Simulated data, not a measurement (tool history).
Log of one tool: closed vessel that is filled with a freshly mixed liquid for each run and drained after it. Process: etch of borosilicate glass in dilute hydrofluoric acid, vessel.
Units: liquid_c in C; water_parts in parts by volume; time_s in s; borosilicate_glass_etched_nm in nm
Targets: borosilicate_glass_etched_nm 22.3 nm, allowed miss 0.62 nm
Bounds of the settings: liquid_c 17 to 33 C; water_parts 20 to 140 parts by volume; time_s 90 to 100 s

Run 1, hour 0: liquid_c 25 C, water_parts 75 parts by volume, time_s 90 s. Result: borosilicate_glass_etched_nm 29.211 nm.
Run 2, hour 5.9: liquid_c 23.5 C, water_parts 75 parts by volume, time_s 90 s. Result: borosilicate_glass_etched_nm 27.148 nm.
Run 3, hour 9.7: liquid_c 21.5 C, water_parts 75 parts by volume, time_s 90 s. Result: borosilicate_glass_etched_nm 25.49 nm.
Run 4, hour 11.9: liquid_c 24 C, water_parts 75 parts by volume, time_s 90 s. Result: borosilicate_glass_etched_nm 28.271 nm.
Run 5, hour 20.1: liquid_c 27.5 C, water_parts 75 parts by volume, time_s 90 s. Result: borosilicate_glass_etched_nm 32.358 nm.
Run 6, hour 26.9: liquid_c 27.5 C, water_parts 75 parts by volume, time_s 100 s. Result: borosilicate_glass_etched_nm 35.919 nm.
Run 7, hour 36.1: liquid_c 23.5 C, water_parts 80 parts by volume, time_s 100 s. Result: borosilicate_glass_etched_nm 28.892 nm.
Run 8, hour 41: liquid_c 22 C, water_parts 80 parts by volume, time_s 100 s. Result: borosilicate_glass_etched_nm 26.882 nm.
Run 9, hour 48.7: liquid_c 21 C, water_parts 80 parts by volume, time_s 100 s. Result: borosilicate_glass_etched_nm 26.25 nm.
Run 10, hour 54.2: liquid_c 20 C, water_parts 80 parts by volume, time_s 100 s. Result: borosilicate_glass_etched_nm 25.021 nm.
Run 11, hour 57.2: liquid_c 19.5 C, water_parts 80 parts by volume, time_s 100 s. Result: borosilicate_glass_etched_nm 24.444 nm.

Which of these 4 next moves meets every target?
Run A, hour 60.2: liquid_c 22 C, water_parts 95 parts by volume, time_s 100 s. Result: borosilicate_glass_etched_nm ?.
Run B, hour 60.2: liquid_c 17 C, water_parts 70 parts by volume, time_s 95 s. Result: borosilicate_glass_etched_nm ?.
Run C, hour 60.2: liquid_c 17.5 C, water_parts 85 parts by volume, time_s 100 s. Result: borosilicate_glass_etched_nm ?.
Run D, hour 60.2: liquid_c 19.5 C, water_parts 90 parts by volume, time_s 100 s. Result: borosilicate_glass_etched_nm ?.

move  borosilicate_glass_etched_nm
   A                        22.163
   B                        23.861
   C                         20.79
   D                        21.236
A: meets every target
B: nearer than the last run, and not there yet
C: takes the result that was furthest off past its target
D: takes the result that was furthest off past its target
Move A is the one to make.
